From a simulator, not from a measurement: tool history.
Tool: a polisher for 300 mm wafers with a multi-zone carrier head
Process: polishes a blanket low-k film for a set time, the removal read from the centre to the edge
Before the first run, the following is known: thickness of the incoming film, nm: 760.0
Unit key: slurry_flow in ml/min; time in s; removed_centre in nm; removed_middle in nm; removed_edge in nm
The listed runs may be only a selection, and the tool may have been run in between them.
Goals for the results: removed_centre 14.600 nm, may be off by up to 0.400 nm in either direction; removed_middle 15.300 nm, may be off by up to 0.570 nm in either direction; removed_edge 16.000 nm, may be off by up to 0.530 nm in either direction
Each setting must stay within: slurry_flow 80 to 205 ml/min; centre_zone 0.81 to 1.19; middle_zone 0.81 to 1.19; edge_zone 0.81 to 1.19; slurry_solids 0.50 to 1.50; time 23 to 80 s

{"run": 1, "day": 0.0, "slurry_flow": 135, "centre_zone": 1.0, "middle_zone": 1.0, "edge_zone": 1.0, "slurry_solids": 1.0, "time": 51, "removed_centre": 18.71, "removed_middle": 19.002, "removed_edge": 18.972}
{"run": 2, "day": 0.079, "slurry_flow": 135, "centre_zone": 1.0, "middle_zone": 1.0, "edge_zone": 1.0, "slurry_solids": 1.2, "time": 51, "removed_centre": 20.669, "removed_middle": 20.938, "removed_edge": 20.257}
{"run": 3, "day": 0.242, "slurry_flow": 135, "centre_zone": 1.0, "middle_zone": 1.0, "edge_zone": 1.0, "slurry_solids": 1.2, "time": 38, "removed_centre": 15.034, "removed_middle": 15.571, "removed_edge": 15.431}
{"run": 4, "day": 0.504, "slurry_flow": 135, "centre_zone": 1.05, "middle_zone": 1.0, "edge_zone": 1.0, "slurry_solids": 1.2, "time": 38, "removed_centre": 15.899, "removed_middle": 15.779, "removed_edge": 15.272}
{"run": 5, "day": 0.846, "slurry_flow": 135, "centre_zone": 1.05, "middle_zone": 1.0, "edge_zone": 1.0, "slurry_solids": 1.2, "time": 28, "removed_centre": 11.823, "removed_middle": 11.41, "removed_edge": 11.28}
{"run": 6, "day": 0.996, "slurry_flow": 140, "centre_zone": 1.04, "middle_zone": 1.0, "edge_zone": 1.03, "slurry_solids": 1.25, "time": 28, "removed_centre": 11.96, "removed_middle": 11.782, "removed_edge": 11.769}
{"run": 7, "day": 1.025, "slurry_flow": 135, "centre_zone": 1.02, "middle_zone": 0.99, "edge_zone": 1.02, "slurry_solids": 1.3, "time": 29, "removed_centre": 12.342, "removed_middle": 12.184, "removed_edge": 12.058}
{"run": 8, "day": 1.254, "slurry_flow": 140, "centre_zone": 1.01, "middle_zone": 0.99, "edge_zone": 1.05, "slurry_solids": 1.35, "time": 30, "removed_centre": 12.789, "removed_middle": 12.901, "removed_edge": 12.819}
{"run": 9, "day": 1.283, "slurry_flow": 145, "centre_zone": 1.0, "middle_zone": 0.98, "edge_zone": 1.07, "slurry_solids": 1.4, "time": 31, "removed_centre": 13.394, "removed_middle": 13.536, "removed_edge": 13.778}
{"run": 10, "day": 1.404, "slurry_flow": 180, "centre_zone": 0.98, "middle_zone": 1.01, "edge_zone": 1.17, "slurry_solids": 1.45, "time": 31, "removed_centre": 13.854, "removed_middle": 14.303, "removed_edge": 14.992}

Consider the 5 candidate settings below. Which is the only one whose results all fall within their allowed miss of target?
{"run": "A", "day": 1.525, "slurry_flow": 185, "centre_zone": 0.96, "middle_zone": 0.97, "edge_zone": 1.19, "slurry_solids": 1.45, "time": 31, "removed_centre": "?", "removed_middle": "?", "removed_edge": "?"}
{"run": "B", "day": 1.525, "slurry_flow": 135, "centre_zone": 0.88, "middle_zone": 1.02, "edge_zone": 1.19, "slurry_solids": 1.45, "time": 35, "removed_centre": "?", "removed_middle": "?", "removed_edge": "?"}
{"run": "C", "day": 1.525, "slurry_flow": 180, "centre_zone": 0.96, "middle_zone": 0.98, "edge_zone": 1.14, "slurry_solids": 1.5, "time": 33, "removed_centre": "?", "removed_middle": "?", "removed_edge": "?"}
{"run": "D", "day": 1.525, "slurry_flow": 185, "centre_zone": 1.05, "middle_zone": 1.02, "edge_zone": 1.19, "slurry_solids": 1.15, "time": 36, "removed_centre": "?", "removed_middle": "?", "removed_edge": "?"}
{"run": "E", "day": 1.525, "slurry_flow": 140, "centre_zone": 0.9, "middle_zone": 1.11, "edge_zone": 1.14, "slurry_solids": 1.45, "time": 35, "removed_centre": "?", "removed_middle": "?", "removed_edge": "?"}

move=A removed_centre=13.489 removed_middle=13.979 removed_edge=14.945
move=B removed_centre=13.290 removed_middle=15.779 removed_edge=16.349
move=C removed_centre=14.484 removed_middle=15.148 removed_edge=15.713
move=D removed_centre=15.606 removed_middle=15.404 removed_edge=15.782
move=E removed_centre=13.685 removed_middle=17.047 removed_edge=16.028
A: the biggest miss grows against the last run
B: the worst result of the last run now meets its target, but another is out of spec
C: all results land within tolerance of their targets
D: the worst result of the last run now meets its target, but another is out of spec
E: the worst result of the last run now meets its target, but another is out of spec
Move C is the one to make.
